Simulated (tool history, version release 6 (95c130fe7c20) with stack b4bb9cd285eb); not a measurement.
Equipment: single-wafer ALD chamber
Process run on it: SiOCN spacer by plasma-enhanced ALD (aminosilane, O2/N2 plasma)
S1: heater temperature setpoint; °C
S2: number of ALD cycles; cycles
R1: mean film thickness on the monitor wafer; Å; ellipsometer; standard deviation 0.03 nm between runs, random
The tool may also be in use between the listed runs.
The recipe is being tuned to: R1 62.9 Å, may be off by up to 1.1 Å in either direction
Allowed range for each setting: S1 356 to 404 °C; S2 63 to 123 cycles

{"run": 1, "day": 0.0, "S1": 380, "S2": 93, "R1": 53.068}
{"run": 2, "day": 0.192, "S1": 380, "S2": 80, "R1": 46.014}
{"run": 3, "day": 0.446, "S1": 380, "S2": 85, "R1": 48.617}
{"run": 4, "day": 0.642, "S1": 380, "S2": 89, "R1": 50.972}
{"run": 5, "day": 0.896, "S1": 369, "S2": 89, "R1": 50.691}
{"run": 6, "day": 1.275, "S1": 374, "S2": 89, "R1": 50.763}
{"run": 7, "day": 1.504, "S1": 374, "S2": 92, "R1": 52.481}
{"run": 8, "day": 1.821, "S1": 374, "S2": 95, "R1": 53.999}
{"day": 2.108, "done": "thermocouple changed; heater temperature recalibrated"}
{"run": 9, "day": 2.108, "S1": 374, "S2": 97, "R1": 55.497}

Which one of the following 4 next-run settings gets every result inside its allowed miss? There is exactly one.
{"run": "A", "day": 2.396, "S1": 381, "S2": 106, "R1": "?"}
{"run": "B", "day": 2.396, "S1": 362, "S2": 113, "R1": "?"}
{"run": "C", "day": 2.396, "S1": 373, "S2": 110, "R1": "?"}
{"run": "D", "day": 2.396, "S1": 372, "S2": 106, "R1": "?"}

move=A R1=60.693
move=B R1=64.701
move=C R1=62.983
move=D R1=60.693
A: gains on the last run, yet a result remains outside its allowed miss
B: moves the result that the last run missed by most past its target, out the other side
C: every result lands within tolerance
D: gains on the last run, yet a result remains outside its allowed miss
Go with C: it meets all targets.
